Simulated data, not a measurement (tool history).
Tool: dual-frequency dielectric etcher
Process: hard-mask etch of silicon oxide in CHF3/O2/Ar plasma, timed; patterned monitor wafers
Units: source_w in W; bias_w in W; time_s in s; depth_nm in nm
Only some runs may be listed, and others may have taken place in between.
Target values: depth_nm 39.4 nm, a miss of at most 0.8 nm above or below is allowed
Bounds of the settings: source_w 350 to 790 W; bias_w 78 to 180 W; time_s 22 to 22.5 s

| run | hour | source_w | bias_w | time_s | depth_nm |
|---|---|---|---|---|---|
| 1 | 0 | 570 | 129 | 22 | 35.662 |
| 2 | 5.9 | 590 | 130 | 22 | 36.467 |
| 3 | 10.3 | 590 | 114 | 22 | 35.154 |
| 4 | 13 | 610 | 115 | 22 | 35.682 |
| 5 | 18.3 | 630 | 116 | 22 | 36.421 |
| 6 | 19.4 | 640 | 117 | 22 | 36.644 |
| 7 | 25.5 | 650 | 118 | 22 | 36.928 |
| 8 | 34.4 | 660 | 119 | 22 | 37.618 |
| 9 | 40.4 | 670 | 119 | 22 | 37.634 |
| 10 | 47.1 | 680 | 119 | 22 | 37.531 |

Pick the move, out of 5, that brings all results within their allowed miss; only one does.
| A | 53.8 | 690 | 118 | 22 | ? |
| B | 53.8 | 790 | 123 | 22.5 | ? |
| C | 53.8 | 710 | 137 | 22.5 | ? |
| D | 53.8 | 620 | 144 | 22.5 | ? |
| E | 53.8 | 730 | 136 | 22.5 | ? |

| move | depth_nm |
|---|---|
| A | 37.542 |
| B | 41.064 |
| C | 40.517 |
| D | 38.891 |
| E | 40.894 |
A: as far off as the last run
B: moves the result that the last run missed by most past its target, out the other side
C: moves the result that the last run missed by most past its target, out the other side
D: in spec on every target
E: moves the result that the last run missed by most past its target, out the other side
Answer: D
